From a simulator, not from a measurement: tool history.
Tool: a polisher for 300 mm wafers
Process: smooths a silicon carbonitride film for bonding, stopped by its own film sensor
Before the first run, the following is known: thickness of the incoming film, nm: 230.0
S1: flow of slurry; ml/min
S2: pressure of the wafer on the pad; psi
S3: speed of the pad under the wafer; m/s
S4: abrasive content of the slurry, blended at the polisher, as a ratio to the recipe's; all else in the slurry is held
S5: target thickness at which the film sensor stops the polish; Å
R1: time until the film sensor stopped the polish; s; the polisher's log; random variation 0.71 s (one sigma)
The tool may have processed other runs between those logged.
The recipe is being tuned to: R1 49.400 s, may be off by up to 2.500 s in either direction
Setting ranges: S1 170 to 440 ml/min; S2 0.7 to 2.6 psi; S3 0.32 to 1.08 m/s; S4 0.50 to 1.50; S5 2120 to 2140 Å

run 1 hour=0.0 | S1=280 S2=1.6 S3=0.70 S4=1.00 S5=2120 | R1=124.760
run 2 hour=3.2 | S1=280 S2=1.7 S3=0.74 S4=1.00 S5=2120 | R1=113.440
run 3 hour=7.2 | S1=280 S2=1.7 S3=0.74 S4=1.00 S5=2140 | R1=99.655
run 4 hour=13.0 | S1=280 S2=1.7 S3=0.74 S4=1.00 S5=2140 | R1=102.580
run 5 hour=19.6 | S1=280 S2=1.7 S3=0.64 S4=1.00 S5=2140 | R1=113.120
run 6 hour=21.1 | S1=280 S2=1.8 S3=0.68 S4=1.00 S5=2140 | R1=101.920
run 7 hour=27.7 | S1=280 S2=1.8 S3=0.68 S4=1.00 S5=2140 | R1=104.100
run 8 hour=30.3 | S1=280 S2=1.9 S3=0.72 S4=1.00 S5=2140 | R1=92.966
run 9 hour=31.8 | S1=280 S2=2.0 S3=0.74 S4=1.00 S5=2140 | R1=85.390
run 10 hour=38.6 | S1=280 S2=2.1 S3=0.76 S4=1.00 S5=2140 | R1=82.537
-- hour=43.4 slurry blender recalibrated
run 11 hour=43.4 | S1=290 S2=2.6 S3=0.96 S4=1.10 S5=2140 | R1=42.834
run 12 hour=45.7 | S1=290 S2=2.5 S3=0.96 S4=1.10 S5=2140 | R1=42.837
run 13 hour=54.0 | S1=290 S2=2.4 S3=0.96 S4=1.10 S5=2140 | R1=45.883

Which single option among these 4 for the next run brings every result within its allowed miss of target? Just one does.
run A hour=62.3 | S1=265 S2=2.5 S3=0.98 S4=1.10 S5=2120 | R1=?
run B hour=62.3 | S1=310 S2=2.4 S3=1.04 S4=1.00 S5=2140 | R1=?
run C hour=62.3 | S1=350 S2=2.6 S3=0.92 S4=0.95 S5=2120 | R1=?
run D hour=62.3 | S1=300 S2=2.6 S3=1.08 S4=0.90 S5=2140 | R1=?

move=A R1=48.463
move=B R1=44.769
move=C R1=52.585
move=D R1=43.541
A: every result within its allowed miss
B: lands further from the targets than the last run did
C: moves the result that the last run missed by most past its target, out the other side
D: lands further from the targets than the last run did
Go with A: it meets all targets.

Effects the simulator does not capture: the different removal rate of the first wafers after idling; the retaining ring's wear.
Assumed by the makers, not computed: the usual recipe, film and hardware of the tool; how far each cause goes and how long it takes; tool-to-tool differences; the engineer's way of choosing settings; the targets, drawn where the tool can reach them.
